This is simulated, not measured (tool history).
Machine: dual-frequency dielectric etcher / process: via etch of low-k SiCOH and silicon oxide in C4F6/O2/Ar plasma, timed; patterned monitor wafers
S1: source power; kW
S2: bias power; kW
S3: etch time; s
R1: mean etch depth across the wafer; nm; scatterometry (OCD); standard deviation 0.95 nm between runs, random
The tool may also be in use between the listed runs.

{"run": 1, "day": 0.0, "S1": 0.4, "S2": 0.249, "S3": 46.5, "R1": 150.07}
{"run": 2, "day": 0.1, "S1": 0.4, "S2": 0.249, "S3": 42.5, "R1": 138.09}
{"run": 3, "day": 0.342, "S1": 0.43, "S2": 0.261, "S3": 42.5, "R1": 144.79}
{"run": 4, "day": 0.575, "S1": 0.45, "S2": 0.272, "S3": 42.5, "R1": 148.47}
{"run": 5, "day": 0.704, "S1": 0.45, "S2": 0.316, "S3": 42.5, "R1": 160.06}
{"run": 6, "day": 0.75, "S1": 0.42, "S2": 0.316, "S3": 42.5, "R1": 156.08}

Expected results for the next run?
{"run": 7, "day": 1.062, "S1": 0.44, "S2": 0.319, "S3": 42.5, "R1": "?"}

R1: 157.41 nm
